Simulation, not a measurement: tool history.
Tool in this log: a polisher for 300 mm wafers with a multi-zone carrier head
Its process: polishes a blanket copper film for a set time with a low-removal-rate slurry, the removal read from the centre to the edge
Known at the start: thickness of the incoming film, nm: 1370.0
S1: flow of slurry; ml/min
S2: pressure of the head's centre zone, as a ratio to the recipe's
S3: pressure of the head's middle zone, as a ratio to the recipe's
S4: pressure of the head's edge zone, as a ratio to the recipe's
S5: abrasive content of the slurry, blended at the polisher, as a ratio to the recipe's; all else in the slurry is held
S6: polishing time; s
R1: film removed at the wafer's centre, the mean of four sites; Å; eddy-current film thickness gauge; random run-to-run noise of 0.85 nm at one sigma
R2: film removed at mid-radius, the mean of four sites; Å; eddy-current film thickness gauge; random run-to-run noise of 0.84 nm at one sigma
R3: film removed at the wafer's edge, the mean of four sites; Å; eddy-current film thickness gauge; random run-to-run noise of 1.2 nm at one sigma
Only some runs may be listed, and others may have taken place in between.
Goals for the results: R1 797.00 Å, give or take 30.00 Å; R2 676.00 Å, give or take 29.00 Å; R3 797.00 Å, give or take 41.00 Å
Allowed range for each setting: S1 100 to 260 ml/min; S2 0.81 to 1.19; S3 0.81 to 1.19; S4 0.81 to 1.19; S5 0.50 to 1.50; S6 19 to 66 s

run  hour   S1    S2    S3    S4    S5  S6       R1       R2       R3
  1   0.0  165  1.00  1.00  1.00  1.00  42  1299.70  1260.40  1311.30
  2   3.7  165  1.00  1.00  1.00  1.00  33  1034.80   983.82  1013.80
  3   5.1  155  0.99  0.95  0.99  0.85  32   926.10   892.92   960.00
  4   5.7  150  1.02  0.91  0.98  0.75  30   862.64   771.45   850.14
  5   8.7  150  1.08  0.91  0.98  0.75  30   929.14   770.41   859.92
  6  15.8  170  1.08  0.91  0.98  0.75  30   920.64   796.56   874.58
  7  24.3  160  1.06  0.88  0.97  0.70  30   907.19   759.48   870.05
  8  29.3  150  1.04  0.87  0.97  0.65  30   878.10   726.53   847.42
  9  31.8  145  1.02  0.87  0.96  0.60  30   828.66   711.64   830.09

Consider the 4 candidate settings below. Which is the only one whose results all fall within their allowed miss of target?
  A  34.3  200  0.93  0.89  0.92  0.50  30   ?   ?   ?
  B  34.3  125  1.03  0.86  0.97  0.55  30   ?   ?   ?
  C  34.3  195  0.94  0.85  1.01  0.50  28   ?   ?   ?
  D  34.3  165  1.02  0.96  0.94  0.65  25   ?   ?   ?

move      R1      R2      R3
   A  811.51  757.00  820.95
   B  800.93  677.21  792.99
   C  760.27  677.44  793.20
   D  730.19  675.94  699.71
A: the biggest miss grows against the last run
B: meets every target
C: brings the last run's worst result on target, with another outside its allowed miss
D: brings the last run's worst result on target, with another outside its allowed miss
The right move is B.

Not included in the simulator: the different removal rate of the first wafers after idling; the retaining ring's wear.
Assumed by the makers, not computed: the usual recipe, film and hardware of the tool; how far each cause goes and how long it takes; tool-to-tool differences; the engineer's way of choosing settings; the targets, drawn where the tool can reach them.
